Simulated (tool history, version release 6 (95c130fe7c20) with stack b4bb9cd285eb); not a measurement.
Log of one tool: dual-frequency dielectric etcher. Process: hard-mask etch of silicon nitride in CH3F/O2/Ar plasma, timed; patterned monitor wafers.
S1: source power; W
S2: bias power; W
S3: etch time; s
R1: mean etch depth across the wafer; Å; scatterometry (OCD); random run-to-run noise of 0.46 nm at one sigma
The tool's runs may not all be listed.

run,hour,S1,S2,S3,R1
1,0,280,75,163.5,959.04
2,5.7,320,75,163.5,985.66
3,12.1,320,75,170.5,1033.8
4,15,320,82,170.5,1061
5,17.3,320,82,163.5,1018.8
6,22.3,300,82,163.5,1003.6
7,24.6,260,72,163.5,910.53

Run 8 comes next. What will it give?
8,32.6,240,67,163.5,?

R1: 867.21 Å
